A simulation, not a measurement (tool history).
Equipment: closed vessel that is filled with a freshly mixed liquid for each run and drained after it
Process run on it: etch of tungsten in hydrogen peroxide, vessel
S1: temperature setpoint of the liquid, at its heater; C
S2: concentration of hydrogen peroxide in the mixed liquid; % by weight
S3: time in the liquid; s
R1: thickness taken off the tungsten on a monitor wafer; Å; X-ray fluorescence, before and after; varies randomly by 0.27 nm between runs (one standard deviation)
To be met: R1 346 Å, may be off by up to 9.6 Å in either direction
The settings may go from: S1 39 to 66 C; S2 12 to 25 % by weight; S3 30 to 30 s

{"run": 1, "hour": 0.0, "S1": 55, "S2": 17, "S3": 30, "R1": 727.73}
{"run": 2, "hour": 1.1, "S1": 51.5, "S2": 17, "S3": 30, "R1": 588.87}
{"run": 3, "hour": 4.8, "S1": 51.5, "S2": 18.5, "S3": 30, "R1": 622.73}
{"run": 4, "hour": 6.4, "S1": 51.5, "S2": 20.5, "S3": 30, "R1": 641.5}
{"run": 5, "hour": 12.4, "S1": 51.5, "S2": 20.5, "S3": 30, "R1": 636.62}
{"run": 6, "hour": 13.0, "S1": 51.5, "S2": 20.5, "S3": 30, "R1": 643.75}
{"run": 7, "hour": 19.0, "S1": 48.5, "S2": 20.5, "S3": 30, "R1": 536.3}
{"run": 8, "hour": 20.4, "S1": 46.5, "S2": 20.5, "S3": 30, "R1": 468.79}
{"run": 9, "hour": 28.3, "S1": 45, "S2": 20.5, "S3": 30, "R1": 425.69}
{"run": 10, "hour": 35.8, "S1": 44, "S2": 20.5, "S3": 30, "R1": 402.24}
{"run": 11, "hour": 39.9, "S1": 43.5, "S2": 20.5, "S3": 30, "R1": 396.75}
{"run": 12, "hour": 48.0, "S1": 43, "S2": 20.5, "S3": 30, "R1": 381.39}
{"run": 13, "hour": 50.9, "S1": 42.5, "S2": 20.5, "S3": 30, "R1": 368.79}
{"run": 14, "hour": 56.8, "S1": 42, "S2": 20.5, "S3": 30, "R1": 355.98}

Consider the 5 candidate settings below. Which is the only one whose results all fall within their allowed miss of target?
{"run": "A", "hour": 62.7, "S1": 42, "S2": 21, "S3": 30, "R1": "?"}
{"run": "B", "hour": 62.7, "S1": 41, "S2": 22, "S3": 30, "R1": "?"}
{"run": "C", "hour": 62.7, "S1": 41.5, "S2": 18.5, "S3": 30, "R1": "?"}
{"run": "D", "hour": 62.7, "S1": 43, "S2": 21, "S3": 30, "R1": "?"}
{"run": "E", "hour": 62.7, "S1": 44.5, "S2": 16.5, "S3": 30, "R1": "?"}

move=A R1=360.8
move=B R1=346.24
move=C R1=327.92
move=D R1=384.67
move=E R1=375.08
A: moves away from the targets compared with the last run
B: each result inside its tolerance
C: carries the result that was furthest off beyond its target, to the other side
D: moves away from the targets compared with the last run
E: moves away from the targets compared with the last run
B is the move that brings every result within its allowed miss.
